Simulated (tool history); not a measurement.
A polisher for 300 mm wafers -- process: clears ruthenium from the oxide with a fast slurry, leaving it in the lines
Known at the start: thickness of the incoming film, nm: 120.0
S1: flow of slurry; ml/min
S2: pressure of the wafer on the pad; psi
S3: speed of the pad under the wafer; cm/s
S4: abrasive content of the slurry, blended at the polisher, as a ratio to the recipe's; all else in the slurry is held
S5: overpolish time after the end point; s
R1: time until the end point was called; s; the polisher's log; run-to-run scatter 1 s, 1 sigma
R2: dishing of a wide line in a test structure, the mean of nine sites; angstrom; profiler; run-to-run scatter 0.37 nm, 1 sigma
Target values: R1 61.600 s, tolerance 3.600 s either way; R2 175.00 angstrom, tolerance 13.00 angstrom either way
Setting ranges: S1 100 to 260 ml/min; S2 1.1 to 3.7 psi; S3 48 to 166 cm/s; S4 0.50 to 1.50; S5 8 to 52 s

| run | day | S1 | S2 | S3 | S4 | S5 | R1 | R2 |
|---|---|---|---|---|---|---|---|---|
| 1 | 0.000 | 165 | 2.4 | 106 | 1.00 | 26 | 33.600 | 586.51 |
| 2 | 0.038 | 165 | 2.4 | 106 | 1.00 | 21 | 32.392 | 502.21 |
| 3 | 0.267 | 165 | 2.6 | 106 | 1.00 | 21 | 31.373 | 536.40 |
| 4 | 0.346 | 165 | 2.1 | 96 | 1.00 | 17 | 39.369 | 376.17 |
| 5 | 0.650 | 165 | 2.1 | 110 | 1.00 | 17 | 34.624 | 421.09 |
| 6 | 0.783 | 165 | 1.7 | 110 | 1.00 | 17 | 43.442 | 367.15 |
| 7 | 0.854 | 190 | 1.5 | 90 | 1.15 | 14 | 57.863 | 257.91 |
| 8 | 0.925 | 210 | 1.5 | 88 | 1.25 | 12 | 56.302 | 218.14 |
| 9 | 0.975 | 230 | 1.2 | 86 | 1.35 | 8 | 67.761 | 128.13 |
| 10 | 1.288 | 215 | 1.3 | 86 | 1.35 | 8 | 62.057 | 137.46 |

Which one of the following 5 next-run settings gets every result inside its allowed miss? There is exactly one.
| A | 1.600 | 225 | 1.5 | 76 | 1.40 | 8 | ? | ? |
| B | 1.600 | 220 | 1.7 | 64 | 1.35 | 12 | ? | ? |
| C | 1.600 | 235 | 1.5 | 86 | 1.45 | 9 | ? | ? |
| D | 1.600 | 235 | 1.7 | 70 | 1.20 | 10 | ? | ? |
| E | 1.600 | 255 | 1.4 | 96 | 1.30 | 10 | ? | ? |

| move | R1 | R2 |
|---|---|---|
| A | 60.744 | 146.25 |
| B | 64.372 | 199.30 |
| C | 53.130 | 183.24 |
| D | 60.884 | 178.31 |
| E | 52.325 | 203.66 |
A: closes in on the targets versus the last run, not all within tolerance yet
B: the result that was furthest off in the last run now lies on the other side of its target
C: meets the target for the result that was furthest off, but another lies outside its allowed miss
D: meets every target
E: the result that was furthest off in the last run now lies on the other side of its target
D meets every target.
